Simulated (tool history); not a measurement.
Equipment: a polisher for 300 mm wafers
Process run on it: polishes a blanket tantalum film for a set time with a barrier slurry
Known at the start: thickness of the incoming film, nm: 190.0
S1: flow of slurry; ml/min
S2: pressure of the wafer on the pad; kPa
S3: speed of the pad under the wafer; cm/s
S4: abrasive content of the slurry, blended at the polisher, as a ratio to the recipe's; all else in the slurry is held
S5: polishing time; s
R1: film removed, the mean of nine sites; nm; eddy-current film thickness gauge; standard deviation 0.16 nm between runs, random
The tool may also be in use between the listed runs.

run	day	S1	S2	S3	S4	S5	R1
1	0.000	235	14.5	96	1.00	42	61.904
2	0.175	230	12.4	90	1.00	42	52.734
3	0.400	230	12.4	90	1.15	42	55.028
4	0.425	225	11.0	80	1.15	42	46.040
5	0.762	225	13.8	80	1.15	42	53.082
6	0.921	180	13.8	80	1.15	42	51.645
7	1.008	160	9.7	62	1.15	42	32.153
8	1.088	155	9.0	62	1.15	42	30.624
9	1.412	155	8.3	62	1.15	42	29.673
10	1.575	150	7.6	62	1.15	42	27.950

Estimate the outcome of run 11 from the log above:
11	1.912	145	7.6	62	1.15	42	?

{"run 11": {"R1": 27.906}}

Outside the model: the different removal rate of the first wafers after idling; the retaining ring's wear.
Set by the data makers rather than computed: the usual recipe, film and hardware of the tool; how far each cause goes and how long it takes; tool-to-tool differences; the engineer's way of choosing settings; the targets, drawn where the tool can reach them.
